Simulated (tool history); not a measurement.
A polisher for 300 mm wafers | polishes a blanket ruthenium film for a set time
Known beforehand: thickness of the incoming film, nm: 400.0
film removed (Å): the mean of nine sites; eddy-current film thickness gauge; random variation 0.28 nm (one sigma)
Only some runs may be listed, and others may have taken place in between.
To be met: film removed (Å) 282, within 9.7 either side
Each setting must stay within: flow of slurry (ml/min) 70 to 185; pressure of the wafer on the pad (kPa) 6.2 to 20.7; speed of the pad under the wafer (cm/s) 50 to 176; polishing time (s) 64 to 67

run    day  flow of slurry (ml/min)  pressure of the wafer on the pad (kPa)  speed of the pad under the wafer (cm/s)  polishing time (s)  film removed (Å)
  1      0                      120                                    13.1                                      112                  64            647.14
  2  0.367                      120                                    13.1                                       92                  64            537.65
  3  0.742                      110                                    13.1                                       92                  64            522.35
  4  0.954                      105                                    11.7                                       92                  64            462.05
  5  1.112                      105                                    11.7                                      112                  64            563.54
  6  1.254                      105                                    13.8                                      112                  64            651.28
  7  1.388                      100                                    12.4                                      108                  64            556.26
  8  1.417                       95                                      11                                      104                  64            474.09
  9  1.579                       90                                    10.3                                      102                  64            443.39
 10  1.708                       85                                     6.2                                       82                  64            210.15

Which single option among these 4 for the next run brings every result within its allowed miss of target? Just one does.
  A  1.838                      120                                     6.2                                      114                  67                 ?
  B  1.838                       70                                       9                                       80                  67                 ?
  C  1.838                      105                                     6.9                                      100                  66                 ?
  D  1.838                       90                                     6.2                                       60                  64                 ?

move  film removed (Å)
   A            333.16
   B            282.26
   C            308.65
   D            158.84
A: the result that was furthest off in the last run now lies on the other side of its target
B: each result inside its tolerance
C: the result that was furthest off in the last run now lies on the other side of its target
D: its largest miss is bigger than the last run's
Go with B: it meets all targets.
